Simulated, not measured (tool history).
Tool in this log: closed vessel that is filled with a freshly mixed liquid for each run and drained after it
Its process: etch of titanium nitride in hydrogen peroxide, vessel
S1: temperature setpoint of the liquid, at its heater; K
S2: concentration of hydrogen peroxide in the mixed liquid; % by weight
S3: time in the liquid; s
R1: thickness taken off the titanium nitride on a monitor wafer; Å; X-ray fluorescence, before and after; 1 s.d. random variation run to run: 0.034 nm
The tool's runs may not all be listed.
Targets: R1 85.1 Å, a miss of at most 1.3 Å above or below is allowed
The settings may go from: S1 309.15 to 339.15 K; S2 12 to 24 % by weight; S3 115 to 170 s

run,hour,S1,S2,S3,R1
1,0,325.15,16,170,150.03
2,8.5,324.15,16,170,139.84
3,11.6,324.15,16,170,140.52
4,19.9,324.15,13.5,170,135.18
5,21.5,330.15,13.5,170,206.13
6,23.2,328.65,13.5,170,185.92
7,30.8,327.15,13.5,170,167.9
8,37.1,327.15,13.5,170,167.96
9,40.9,325.65,13.5,170,150.53
10,49.2,324.65,13.5,170,139.98
11,56.3,316.65,13.5,170,77.668
12,58.7,317.15,13.5,170,80.363

Which single option among these 4 for the next run brings every result within its allowed miss of target? Just one does.
A,61.1,319.15,14,135,?
B,61.1,316.65,15,165,?
C,61.1,318.15,12,170,?
D,61.1,317.15,14.5,170,?

move,R1
A,75.4
B,77.585
C,85.355
D,82.406
A: lands further from the targets than the last run did
B: lands further from the targets than the last run did
C: each result inside its tolerance
D: closer than the last run, but not yet in spec
Answer: C
